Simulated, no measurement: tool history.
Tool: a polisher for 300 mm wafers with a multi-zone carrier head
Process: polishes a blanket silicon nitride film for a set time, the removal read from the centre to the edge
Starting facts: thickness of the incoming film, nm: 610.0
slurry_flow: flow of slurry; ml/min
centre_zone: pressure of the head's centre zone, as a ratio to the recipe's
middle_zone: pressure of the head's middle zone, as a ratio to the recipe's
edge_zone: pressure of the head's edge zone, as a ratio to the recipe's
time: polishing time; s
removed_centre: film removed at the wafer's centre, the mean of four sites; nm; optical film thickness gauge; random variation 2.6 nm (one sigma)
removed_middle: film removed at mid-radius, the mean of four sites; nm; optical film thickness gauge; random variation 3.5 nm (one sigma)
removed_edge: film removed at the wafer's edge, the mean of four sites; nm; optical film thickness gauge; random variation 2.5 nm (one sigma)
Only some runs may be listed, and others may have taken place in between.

run,hour,slurry_flow,centre_zone,middle_zone,edge_zone,time,removed_centre,removed_middle,removed_edge
1,0,135,1,1,1,84,198.19,195.8,193.79
2,6,135,1.06,1,1,84,208.72,191.3,191.23
3,14.7,140,1.07,0.99,1.03,88,225.46,203.64,208.79
4,20.9,150,1.08,0.99,1.06,90,236.41,215.83,215.05
5,29.9,170,1.08,0.99,1.06,90,239.23,213.22,218.94
6,37.4,170,1.08,0.98,1.08,93,247.47,214.85,226.02
7,41.7,170,1.08,0.98,1.1,96,253.79,230.39,234.22
8,45.6,175,1.08,0.96,1.11,99,267.27,229.81,247.44

Expected results for the next run?
9,46.7,175,1.08,0.96,1.12,101,?,?,?

removed_centre: 268.77 nm
removed_middle: 238.68 nm
removed_edge: 250.42 nm

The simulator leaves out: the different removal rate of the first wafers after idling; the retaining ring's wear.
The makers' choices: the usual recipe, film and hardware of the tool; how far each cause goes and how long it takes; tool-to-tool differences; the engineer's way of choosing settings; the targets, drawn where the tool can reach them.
